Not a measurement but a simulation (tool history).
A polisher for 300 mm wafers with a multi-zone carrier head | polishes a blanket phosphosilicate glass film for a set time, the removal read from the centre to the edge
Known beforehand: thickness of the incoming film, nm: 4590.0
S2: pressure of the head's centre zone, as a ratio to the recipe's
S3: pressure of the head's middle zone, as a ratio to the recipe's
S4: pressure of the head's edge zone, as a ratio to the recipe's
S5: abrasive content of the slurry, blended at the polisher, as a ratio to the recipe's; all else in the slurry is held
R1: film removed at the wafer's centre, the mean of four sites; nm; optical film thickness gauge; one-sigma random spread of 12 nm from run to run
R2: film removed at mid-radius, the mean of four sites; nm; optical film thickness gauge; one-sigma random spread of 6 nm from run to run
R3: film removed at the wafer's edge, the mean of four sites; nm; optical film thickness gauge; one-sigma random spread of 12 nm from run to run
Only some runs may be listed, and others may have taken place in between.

run 1 hour=0.0 | flow_of_slurry_(ml/min)=255 S2=1.00 S3=1.00 S4=1.00 S5=1.00 polishing_time_(s)=89 | R1=957.28 R2=958.59 R3=968.59
run 2 hour=5.6 | flow_of_slurry_(ml/min)=255 S2=1.00 S3=1.00 S4=1.00 S5=1.15 polishing_time_(s)=89 | R1=1011.10 R2=1031.60 R3=1027.80
run 3 hour=12.2 | flow_of_slurry_(ml/min)=245 S2=0.95 S3=0.97 S4=0.97 S5=1.10 polishing_time_(s)=89 | R1=955.38 R2=975.72 R3=995.78
run 4 hour=17.1 | flow_of_slurry_(ml/min)=245 S2=0.87 S3=0.97 S4=0.97 S5=1.10 polishing_time_(s)=89 | R1=867.93 R2=977.86 R3=969.98
run 5 hour=24.0 | flow_of_slurry_(ml/min)=245 S2=0.87 S3=0.97 S4=1.00 S5=1.10 polishing_time_(s)=89 | R1=854.54 R2=985.63 R3=1006.80
run 6 hour=27.9 | flow_of_slurry_(ml/min)=240 S2=0.86 S3=0.94 S4=0.97 S5=1.05 polishing_time_(s)=89 | R1=845.26 R2=949.72 R3=987.30

What will run 7 give?
run 7 hour=33.8 | flow_of_slurry_(ml/min)=225 S2=0.86 S3=0.90 S4=0.92 S5=0.85 polishing_time_(s)=88 | R1=? R2=? R3=?

R1: 741.23 nm
R2: 843.36 nm
R3: 838.48 nm

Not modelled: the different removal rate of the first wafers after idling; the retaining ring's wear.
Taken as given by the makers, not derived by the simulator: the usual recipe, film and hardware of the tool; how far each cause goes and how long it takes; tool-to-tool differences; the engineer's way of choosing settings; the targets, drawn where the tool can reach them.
